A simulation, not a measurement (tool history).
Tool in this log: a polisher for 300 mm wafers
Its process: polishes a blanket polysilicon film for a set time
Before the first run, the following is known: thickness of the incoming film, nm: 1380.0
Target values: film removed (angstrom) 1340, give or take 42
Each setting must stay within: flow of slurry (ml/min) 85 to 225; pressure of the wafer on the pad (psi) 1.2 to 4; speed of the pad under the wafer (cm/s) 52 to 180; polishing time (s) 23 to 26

run  hour  flow of slurry (ml/min)  pressure of the wafer on the pad (psi)  speed of the pad under the wafer (cm/s)  polishing time (s)  film removed (angstrom)
  1     0                      145                                     2.6                                      116                  26                   2276.8
  2   2.3                      140                                     2.3                                      116                  26                   2059.2
  3   9.1                      140                                       2                                      114                  26                   1906.6
  4    13                      140                                       2                                      114                  23                     1697
  5  15.3                      135                                     1.8                                      114                  23                   1551.8
  6  17.4                      135                                     2.1                                      114                  23                   1715.1
  7  24.8                      125                                       2                                      114                  23                   1645.9
  8  28.2                      120                                     1.9                                      114                  23                   1581.3
  9  31.7                      115                                     1.8                                      114                  23                   1529.2
 10  38.2                      110                                     1.7                                      114                  23                   1431.5

Exactly one of the 5 candidate moves below puts every result within its allowed miss. Which one?
  A  44.7                      120                                     2.2                                      102                  23                        ?
  B  44.7                      110                                     1.8                                       98                  23                        ?
  C  44.7                      120                                     1.9                                      104                  24                        ?
  D  44.7                      110                                     1.3                                      100                  25                        ?
  E  44.7                      110                                     1.4                                      122                  24                        ?

move  film removed (angstrom)
   A                     1575
   B                     1329
   C                   1524.8
   D                   1231.7
   E                   1413.6
A: lands further from the targets than the last run did
B: meets every target
C: lands further from the targets than the last run did
D: takes the biggest miss from the last run beyond its target
E: nearer than the last run, and not there yet
B meets every target.
